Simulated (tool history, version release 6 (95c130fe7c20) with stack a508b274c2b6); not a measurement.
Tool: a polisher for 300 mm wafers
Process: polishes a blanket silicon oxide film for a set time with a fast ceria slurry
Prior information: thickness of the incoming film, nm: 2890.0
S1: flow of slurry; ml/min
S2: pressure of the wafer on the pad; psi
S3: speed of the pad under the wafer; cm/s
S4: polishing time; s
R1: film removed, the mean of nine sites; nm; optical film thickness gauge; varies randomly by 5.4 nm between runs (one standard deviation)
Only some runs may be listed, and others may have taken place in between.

run 1 hour=0.0 | S1=260 S2=1.7 S3=80 S4=44 | R1=305.77
run 2 hour=5.4 | S1=325 S2=1.7 S3=80 S4=44 | R1=307.38
run 3 hour=6.4 | S1=325 S2=1.5 S3=80 S4=44 | R1=282.33
run 4 hour=7.7 | S1=325 S2=1.5 S3=80 S4=44 | R1=280.29
run 5 hour=9.9 | S1=325 S2=1.6 S3=80 S4=44 | R1=300.62
run 6 hour=18.5 | S1=325 S2=1.8 S3=80 S4=44 | R1=336.45
run 7 hour=22.4 | S1=325 S2=2.0 S3=80 S4=44 | R1=377.18

What will run 8 give?
run 8 hour=23.3 | S1=325 S2=2.1 S3=80 S4=44 | R1=?

Run 8 gave R1 401.20 nm.
